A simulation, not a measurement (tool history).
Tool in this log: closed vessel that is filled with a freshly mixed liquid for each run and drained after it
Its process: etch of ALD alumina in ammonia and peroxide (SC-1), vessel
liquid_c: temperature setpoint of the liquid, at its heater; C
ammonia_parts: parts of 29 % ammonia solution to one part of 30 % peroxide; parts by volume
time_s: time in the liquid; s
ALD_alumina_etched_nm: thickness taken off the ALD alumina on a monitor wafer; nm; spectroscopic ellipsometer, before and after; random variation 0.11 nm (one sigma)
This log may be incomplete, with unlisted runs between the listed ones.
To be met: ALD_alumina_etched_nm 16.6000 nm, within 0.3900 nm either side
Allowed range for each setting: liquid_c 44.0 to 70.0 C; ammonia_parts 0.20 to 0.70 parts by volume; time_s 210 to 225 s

run	hour	liquid_c	ammonia_parts	time_s	ALD_alumina_etched_nm
1	0.0	60.0	0.40	210	10.1590
2	8.3	61.5	0.40	210	11.1080
3	14.0	55.5	0.40	210	8.0815
4	20.6	55.5	0.25	210	7.7013
5	28.5	57.5	0.25	210	8.6764
6	29.5	59.5	0.25	210	9.4338
7	36.1	67.5	0.40	215	15.1090
8	38.4	68.0	0.40	215	15.6110
9	39.1	68.5	0.40	215	15.8790

Below are 5 possible settings for the next run. Only one of them brings all results inside the allowed miss of their targets. Which is it?
A	39.8	67.0	0.50	215	?
B	39.8	70.0	0.35	210	?
C	39.8	68.0	0.30	210	?
D	39.8	67.5	0.50	215	?
E	39.8	66.5	0.40	220	?

move	ALD_alumina_etched_nm
A	15.3230
B	16.7380
C	14.9760
D	15.7020
E	14.9810
A: misses by more than the last run did
B: in spec on every target
C: misses by more than the last run did
D: misses by more than the last run did
E: misses by more than the last run did
The right move is B.
